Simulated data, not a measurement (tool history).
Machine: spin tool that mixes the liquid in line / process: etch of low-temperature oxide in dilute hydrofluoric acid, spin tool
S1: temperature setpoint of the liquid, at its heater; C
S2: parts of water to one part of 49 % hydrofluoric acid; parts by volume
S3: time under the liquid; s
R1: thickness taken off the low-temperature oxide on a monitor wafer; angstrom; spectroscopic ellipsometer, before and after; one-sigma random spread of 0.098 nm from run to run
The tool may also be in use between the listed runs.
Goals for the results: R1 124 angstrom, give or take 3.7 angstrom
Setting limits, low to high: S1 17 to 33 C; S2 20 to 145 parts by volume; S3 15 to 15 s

| run | hour | S1 | S2 | S3 | R1 |
|---|---|---|---|---|---|
| 1 | 0 | 25 | 80 | 15 | 55.143 |
| 2 | 2.5 | 25 | 80 | 15 | 54.362 |
| 3 | 4 | 25 | 80 | 15 | 55.493 |
| 4 | 7.6 | 25 | 80 | 15 | 55.065 |
| 5 | 16.3 | 27.5 | 70 | 15 | 70.588 |
| 6 | 23.2 | 29 | 60 | 15 | 87.802 |
| 7 | 29 | 30 | 55 | 15 | 101.44 |
| 8 | 37.1 | 31 | 55 | 15 | 106.22 |
| 9 | 42.2 | 31.5 | 55 | 15 | 107.95 |
| 10 | 49.1 | 32 | 55 | 15 | 110.36 |
| 11 | 50.7 | 32 | 55 | 15 | 110.84 |
| 12 | 53.5 | 32.5 | 55 | 15 | 112.62 |

Which one of the following 5 next-run settings gets every result inside its allowed miss? There is exactly one.
| A | 56.3 | 32.5 | 65 | 15 | ? |
| B | 56.3 | 31 | 45 | 15 | ? |
| C | 56.3 | 32.5 | 60 | 15 | ? |
| D | 56.3 | 29.5 | 45 | 15 | ? |
| E | 56.3 | 31 | 55 | 15 | ? |

| move | R1 |
|---|---|
| A | 93.43 |
| B | 131.1 |
| C | 101.98 |
| D | 123.44 |
| E | 105.68 |
A: the biggest miss grows against the last run
B: pushes the last run's worst result past its target
C: the biggest miss grows against the last run
D: every result within its allowed miss
E: the biggest miss grows against the last run
Go with D: it meets all targets.
